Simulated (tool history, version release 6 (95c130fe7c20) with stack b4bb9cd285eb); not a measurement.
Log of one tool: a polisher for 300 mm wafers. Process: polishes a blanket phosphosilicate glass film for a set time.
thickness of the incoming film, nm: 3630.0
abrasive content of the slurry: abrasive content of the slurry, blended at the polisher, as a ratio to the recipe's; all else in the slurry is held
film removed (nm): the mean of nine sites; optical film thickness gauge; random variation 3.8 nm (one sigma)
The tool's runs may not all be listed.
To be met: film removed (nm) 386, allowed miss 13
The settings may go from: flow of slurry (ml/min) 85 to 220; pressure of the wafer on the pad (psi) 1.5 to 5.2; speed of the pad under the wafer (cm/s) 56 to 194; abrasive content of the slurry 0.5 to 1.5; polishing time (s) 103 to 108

run    day  flow of slurry (ml/min)  pressure of the wafer on the pad (psi)  speed of the pad under the wafer (cm/s)  abrasive content of the slurry  polishing time (s)  film removed (nm)
  1      0                      140                                     3.3                                      124                               1                 103               1052
  2  0.271                      135                                     2.7                                      104                               1                 103             779.24
  3  0.296                      165                                     2.7                                      104                               1                 103             827.24
  4  0.404                      130                                     2.7                                      104                               1                 103              786.7
  5  0.621                      130                                     2.7                                       86                               1                 103             697.22
  6  0.779                      125                                     2.3                                       76                               1                 103             559.13
  7    0.9                      120                                       2                                       72                               1                 103             464.09
  8  1.092                      115                                     1.9                                       72                               1                 103             441.92
  9  1.429                      110                                     1.8                                       72                               1                 103             417.57
 10  1.467                      105                                     1.8                                       72                               1                 103             405.77
 11  1.762                      100                                     1.8                                       72                               1                 103             406.75
 12  1.867                       95                                     1.8                                       72                               1                 103             400.11

Which of these 5 next moves meets every target?
  A  1.971                      105                                     1.6                                       58                            1.25                 105                  ?
  B  1.971                      100                                     1.9                                       64                               1                 108                  ?
  C  1.971                       85                                     2.3                                       56                            0.95                 103                  ?
  D  1.971                      100                                     1.8                                       80                             0.9                 108                  ?
  E  1.971                      130                                       2                                       56                               1                 103                  ?

move  film removed (nm)
   A             383.54
   B             425.37
   C             421.45
   D             421.91
   E             428.73
A: meets every target
B: further off than the last run
C: further off than the last run
D: further off than the last run
E: further off than the last run
Move A is the one to make.
